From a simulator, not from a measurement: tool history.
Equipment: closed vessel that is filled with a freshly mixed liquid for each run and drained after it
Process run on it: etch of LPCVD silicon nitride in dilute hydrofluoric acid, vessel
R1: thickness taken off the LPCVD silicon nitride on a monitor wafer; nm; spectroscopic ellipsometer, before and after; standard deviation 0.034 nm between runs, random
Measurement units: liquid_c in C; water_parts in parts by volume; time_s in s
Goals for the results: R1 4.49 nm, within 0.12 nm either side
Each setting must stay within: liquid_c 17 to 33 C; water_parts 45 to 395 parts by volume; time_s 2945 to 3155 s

run 1 hour=0 | liquid_c=25 water_parts=220 time_s=2945 | R1=7.9684
run 2 hour=8.8 | liquid_c=23.5 water_parts=225 time_s=2945 | R1=7.1386
run 3 hour=11.3 | liquid_c=25.5 water_parts=225 time_s=2945 | R1=8.0311
run 4 hour=18 | liquid_c=25.5 water_parts=225 time_s=2945 | R1=8.0416
run 5 hour=20.3 | liquid_c=23.5 water_parts=230 time_s=2945 | R1=7.0012
run 6 hour=28 | liquid_c=22 water_parts=235 time_s=2945 | R1=6.1851
run 7 hour=30.8 | liquid_c=21 water_parts=235 time_s=2945 | R1=5.9546
run 8 hour=36.7 | liquid_c=21 water_parts=235 time_s=2945 | R1=5.782
run 9 hour=43.3 | liquid_c=21 water_parts=235 time_s=2945 | R1=5.7815
run 10 hour=45.6 | liquid_c=21 water_parts=235 time_s=2945 | R1=5.7728
run 11 hour=46.3 | liquid_c=20 water_parts=235 time_s=2945 | R1=5.4486
run 12 hour=51.7 | liquid_c=19.5 water_parts=235 time_s=2945 | R1=5.2946
run 13 hour=59.2 | liquid_c=19 water_parts=235 time_s=2945 | R1=5.1094
run 14 hour=67.5 | liquid_c=18.5 water_parts=235 time_s=2945 | R1=4.9436
run 15 hour=69.2 | liquid_c=18 water_parts=235 time_s=2945 | R1=4.7875
run 16 hour=72.8 | liquid_c=17.5 water_parts=235 time_s=2945 | R1=4.6814

Next run, 4 choices. One meets every target within its allowed miss, the rest don't. Which?
run A hour=76.4 | liquid_c=17 water_parts=215 time_s=2970 | R1=?
run B hour=76.4 | liquid_c=17.5 water_parts=235 time_s=3145 | R1=?
run C hour=76.4 | liquid_c=17.5 water_parts=255 time_s=3105 | R1=?
run D hour=76.4 | liquid_c=17 water_parts=225 time_s=2970 | R1=?

move=A R1=4.9568
move=B R1=4.9843
move=C R1=4.5512
move=D R1=4.746
A: its largest miss is bigger than the last run's
B: its largest miss is bigger than the last run's
C: hits every target within its allowed miss
D: its largest miss is bigger than the last run's
Answer: C

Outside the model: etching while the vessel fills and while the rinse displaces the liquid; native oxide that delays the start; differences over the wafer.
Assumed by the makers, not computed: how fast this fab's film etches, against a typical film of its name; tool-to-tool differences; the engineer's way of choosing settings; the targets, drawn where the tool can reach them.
